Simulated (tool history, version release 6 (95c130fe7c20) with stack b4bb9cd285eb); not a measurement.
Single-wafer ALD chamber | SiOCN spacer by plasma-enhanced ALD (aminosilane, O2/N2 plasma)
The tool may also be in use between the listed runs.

run  hour  heater temperature setpoint (°C)  number of ALD cycles (cycles)  mean film thickness on the monitor wafer (nm)
  1     0                               410                             92                                         5.2851
  2   2.6                               402                             92                                         5.4314
  3   7.6                               393                             92                                         5.4582
  4   8.6                               386                             92                                         5.4487
  5  10.9                               386                            101                                         5.9258
  6  15.1                               386                             94                                         5.4827
  7  20.4                               386                             91                                         5.3931
  8    28                               386                             88                                         5.1261
  9  29.8                               386                             86                                         5.0579

Run 10 comes next. What will it give?
 10  38.2                               386                             84                                              ?

{"run 10": {"mean film thickness on the monitor wafer (nm)": 4.9284}}
